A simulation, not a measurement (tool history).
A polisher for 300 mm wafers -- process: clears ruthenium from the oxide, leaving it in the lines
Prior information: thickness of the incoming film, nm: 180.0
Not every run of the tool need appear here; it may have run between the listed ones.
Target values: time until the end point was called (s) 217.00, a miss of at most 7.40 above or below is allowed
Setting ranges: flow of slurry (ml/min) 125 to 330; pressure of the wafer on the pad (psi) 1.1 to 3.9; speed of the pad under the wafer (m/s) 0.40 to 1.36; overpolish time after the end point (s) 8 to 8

run,hour,flow of slurry (ml/min),pressure of the wafer on the pad (psi),speed of the pad under the wafer (m/s),overpolish time after the end point (s),time until the end point was called (s)
1,0.0,210,2.5,0.88,8,156.32
2,2.2,210,2.5,0.88,8,153.47
3,7.6,210,2.5,0.88,8,157.37
4,8.3,170,2.5,0.88,8,160.04
5,9.7,170,2.5,0.72,8,193.37
6,15.4,170,2.5,0.86,8,166.47
7,22.2,165,1.8,0.84,8,228.60
8,23.7,170,1.8,0.84,8,226.91
9,28.6,170,1.8,0.84,8,230.80
10,33.0,175,1.8,0.84,8,226.81
11,33.8,185,1.8,0.84,8,222.99
12,37.0,190,1.8,0.84,8,230.80

Next run, 4 choices. One meets every target within its allowed miss, the rest don't. Which?
A,40.2,240,1.3,1.02,8,?
B,40.2,190,1.8,0.78,8,?
C,40.2,175,1.7,0.88,8,?
D,40.2,135,2.2,0.76,8,?

move,time until the end point was called (s)
A,247.41
B,242.65
C,230.90
D,217.62
A: moves away from the targets compared with the last run
B: moves away from the targets compared with the last run
C: roughly where the last run was
D: meets every target
Move D is the one to make.
